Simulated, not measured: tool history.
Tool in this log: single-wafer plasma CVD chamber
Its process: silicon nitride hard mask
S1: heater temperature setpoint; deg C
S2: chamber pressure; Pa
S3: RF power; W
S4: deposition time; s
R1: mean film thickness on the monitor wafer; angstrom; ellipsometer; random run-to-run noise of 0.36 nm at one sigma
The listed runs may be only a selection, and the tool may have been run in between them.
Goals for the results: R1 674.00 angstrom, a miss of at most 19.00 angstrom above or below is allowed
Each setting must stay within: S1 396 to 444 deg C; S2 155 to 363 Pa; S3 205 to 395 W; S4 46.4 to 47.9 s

| run | day | S1 | S2 | S3 | S4 | R1 |
|---|---|---|---|---|---|---|
| 1 | 0.000 | 420 | 259 | 300 | 46.4 | 511.14 |
| 2 | 0.046 | 420 | 273 | 325 | 46.8 | 554.91 |
| 3 | 0.392 | 420 | 287 | 340 | 47.0 | 585.46 |
| 4 | 0.625 | 416 | 287 | 340 | 47.0 | 590.36 |
| 5 | 0.688 | 416 | 300 | 350 | 47.1 | 615.96 |
| 6 | 0.833 | 406 | 300 | 350 | 47.1 | 611.68 |
| 7 | 1.125 | 406 | 309 | 355 | 47.2 | 627.71 |
| 8 | 1.325 | 406 | 317 | 360 | 47.2 | 639.50 |

Of the 4 settings listed for the next run, only one would bring every result within its allowed miss of target. Which one?
| A | 1.525 | 409 | 333 | 345 | 47.9 | ? |
| B | 1.525 | 406 | 327 | 370 | 47.9 | ? |
| C | 1.525 | 401 | 321 | 345 | 46.4 | ? |
| D | 1.525 | 407 | 336 | 330 | 47.3 | ? |

| move | R1 |
|---|---|
| A | 624.86 |
| B | 662.22 |
| C | 603.96 |
| D | 594.00 |
A: misses by more than the last run did
B: each result inside its tolerance
C: misses by more than the last run did
D: misses by more than the last run did
Go with B: it meets all targets.
